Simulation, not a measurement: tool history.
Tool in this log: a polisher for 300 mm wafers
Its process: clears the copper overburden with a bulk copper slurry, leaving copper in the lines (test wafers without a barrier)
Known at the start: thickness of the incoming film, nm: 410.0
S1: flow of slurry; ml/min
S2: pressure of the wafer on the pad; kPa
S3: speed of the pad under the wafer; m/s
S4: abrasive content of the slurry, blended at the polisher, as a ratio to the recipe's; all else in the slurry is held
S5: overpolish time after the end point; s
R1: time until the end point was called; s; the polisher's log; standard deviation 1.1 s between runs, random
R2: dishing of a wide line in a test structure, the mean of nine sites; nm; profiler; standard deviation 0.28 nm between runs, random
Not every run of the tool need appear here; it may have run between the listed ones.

{"run": 1, "hour": 0.0, "S1": 295, "S2": 11.7, "S3": 1.06, "S4": 1.0, "S5": 15, "R1": 76.443, "R2": 37.53}
{"run": 2, "hour": 8.2, "S1": 295, "S2": 9.7, "S3": 1.06, "S4": 1.0, "S5": 15, "R1": 91.919, "R2": 34.983}
{"run": 3, "hour": 13.2, "S1": 295, "S2": 9.7, "S3": 0.84, "S4": 1.0, "S5": 15, "R1": 109.44, "R2": 30.103}
{"run": 4, "hour": 15.5, "S1": 305, "S2": 9.7, "S3": 0.8, "S4": 1.05, "S5": 14, "R1": 112.5, "R2": 29.726}
{"run": 5, "hour": 24.1, "S1": 305, "S2": 9.7, "S3": 0.8, "S4": 1.15, "S5": 14, "R1": 110.49, "R2": 30.103}
{"run": 6, "hour": 27.0, "S1": 305, "S2": 9.7, "S3": 0.8, "S4": 1.3, "S5": 14, "R1": 108.92, "R2": 30.137}
{"run": 7, "hour": 30.0, "S1": 290, "S2": 10.3, "S3": 0.78, "S4": 1.25, "S5": 13, "R1": 105.51, "R2": 29.207}
{"run": 8, "hour": 35.7, "S1": 275, "S2": 11.0, "S3": 0.74, "S4": 1.2, "S5": 12, "R1": 105.59, "R2": 28.875}
{"run": 9, "hour": 43.5, "S1": 280, "S2": 11.0, "S3": 0.74, "S4": 1.25, "S5": 11, "R1": 103.33, "R2": 27.017}
{"run": 10, "hour": 44.9, "S1": 280, "S2": 11.0, "S3": 0.74, "S4": 1.25, "S5": 11, "R1": 102.1, "R2": 27.036}
{"run": 11, "hour": 49.4, "S1": 270, "S2": 11.0, "S3": 0.72, "S4": 1.3, "S5": 10, "R1": 103.36, "R2": 24.465}
{"run": 12, "hour": 55.6, "S1": 260, "S2": 10.3, "S3": 0.78, "S4": 1.3, "S5": 9, "R1": 103.95, "R2": 21.858}
{"run": 13, "hour": 63.1, "S1": 250, "S2": 10.3, "S3": 0.8, "S4": 1.3, "S5": 8, "R1": 103.16, "R2": 21.424}
{"run": 14, "hour": 70.8, "S1": 240, "S2": 9.7, "S3": 0.86, "S4": 1.3, "S5": 8, "R1": 104.66, "R2": 21.296}
{"run": 15, "hour": 76.1, "S1": 235, "S2": 9.0, "S3": 0.92, "S4": 1.3, "S5": 8, "R1": 107.05, "R2": 20.642}

Run 16 comes next. What will it give?
{"run": 16, "hour": 78.4, "S1": 230, "S2": 8.3, "S3": 0.98, "S4": 1.3, "S5": 8, "R1": "?", "R2": "?"}

{"run 16": {"R1": 111.47, "R2": 19.168}}
